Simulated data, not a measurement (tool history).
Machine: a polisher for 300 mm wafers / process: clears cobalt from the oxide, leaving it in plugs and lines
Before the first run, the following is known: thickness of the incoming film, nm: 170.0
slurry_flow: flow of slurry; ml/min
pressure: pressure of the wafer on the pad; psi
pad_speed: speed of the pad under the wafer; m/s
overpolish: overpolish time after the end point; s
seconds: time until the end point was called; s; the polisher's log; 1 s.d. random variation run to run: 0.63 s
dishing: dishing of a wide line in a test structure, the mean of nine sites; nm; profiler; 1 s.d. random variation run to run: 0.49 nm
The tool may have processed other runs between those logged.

Run 1, day 0.000: slurry_flow 135 ml/min, pressure 1.9 psi, pad_speed 1.30 m/s, overpolish 19 s. Result: seconds 27.055 s, dishing 57.886 nm.
Run 2, day 0.362: slurry_flow 135 ml/min, pressure 1.7 psi, pad_speed 1.30 m/s, overpolish 19 s. Result: seconds 27.445 s, dishing 54.731 nm.
Run 3, day 0.604: slurry_flow 135 ml/min, pressure 1.6 psi, pad_speed 1.26 m/s, overpolish 17 s. Result: seconds 29.914 s, dishing 51.651 nm.
Run 4, day 0.904: slurry_flow 110 ml/min, pressure 1.6 psi, pad_speed 1.26 m/s, overpolish 17 s. Result: seconds 31.855 s, dishing 47.890 nm.
Run 5, day 0.983: slurry_flow 110 ml/min, pressure 1.6 psi, pad_speed 1.26 m/s, overpolish 12 s. Result: seconds 31.720 s, dishing 41.645 nm.
Run 6, day 1.017: slurry_flow 105 ml/min, pressure 1.5 psi, pad_speed 1.26 m/s, overpolish 11 s. Result: seconds 33.498 s, dishing 37.601 nm.
Run 7, day 1.342: slurry_flow 100 ml/min, pressure 1.4 psi, pad_speed 1.26 m/s, overpolish 10 s. Result: seconds 35.403 s, dishing 33.583 nm.
Run 8, day 1.646: slurry_flow 95 ml/min, pressure 1.3 psi, pad_speed 1.28 m/s, overpolish 9 s. Result: seconds 36.176 s, dishing 31.133 nm.

For run 9, what comes out?
Run 9, day 1.800: slurry_flow 95 ml/min, pressure 1.3 psi, pad_speed 1.28 m/s, overpolish 9 s. Result: seconds ?, dishing ?.

Run 9 came out at seconds 37.612 s, dishing 30.251 nm.
